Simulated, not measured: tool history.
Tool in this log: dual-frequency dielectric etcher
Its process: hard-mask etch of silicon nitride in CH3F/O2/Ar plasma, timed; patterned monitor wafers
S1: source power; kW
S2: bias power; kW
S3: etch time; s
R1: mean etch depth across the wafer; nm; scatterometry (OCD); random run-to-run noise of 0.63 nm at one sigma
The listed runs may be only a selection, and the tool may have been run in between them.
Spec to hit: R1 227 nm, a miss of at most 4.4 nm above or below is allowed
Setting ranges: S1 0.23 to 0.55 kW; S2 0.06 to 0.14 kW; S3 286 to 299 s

{"run": 1, "hour": 0.0, "S1": 0.39, "S2": 0.1, "S3": 286, "R1": 249.06}
{"run": 2, "hour": 1.3, "S1": 0.44, "S2": 0.1, "S3": 286, "R1": 261.24}
{"run": 3, "hour": 9.8, "S1": 0.41, "S2": 0.099, "S3": 286, "R1": 251.79}
{"run": 4, "hour": 10.9, "S1": 0.41, "S2": 0.099, "S3": 286, "R1": 252.71}
{"run": 5, "hour": 12.0, "S1": 0.41, "S2": 0.108, "S3": 286, "R1": 262.06}
{"run": 6, "hour": 16.2, "S1": 0.47, "S2": 0.108, "S3": 286, "R1": 276.96}
{"run": 7, "hour": 17.6, "S1": 0.43, "S2": 0.106, "S3": 286, "R1": 264.71}
{"run": 8, "hour": 25.9, "S1": 0.35, "S2": 0.098, "S3": 286, "R1": 236.1}

Of the 4 settings listed for the next run, only one would bring every result within its allowed miss of target. Which one?
{"run": "A", "hour": 34.2, "S1": 0.24, "S2": 0.117, "S3": 292.5, "R1": "?"}
{"run": "B", "hour": 34.2, "S1": 0.32, "S2": 0.087, "S3": 288.5, "R1": "?"}
{"run": "C", "hour": 34.2, "S1": 0.34, "S2": 0.084, "S3": 287.5, "R1": "?"}
{"run": "D", "hour": 34.2, "S1": 0.34, "S2": 0.075, "S3": 299, "R1": "?"}

move=A R1=225.94
move=B R1=217.53
move=C R1=218.48
move=D R1=215.67
A: each result inside its tolerance
B: takes the result that was furthest off past its target
C: takes the result that was furthest off past its target
D: takes the result that was furthest off past its target
Answer: A
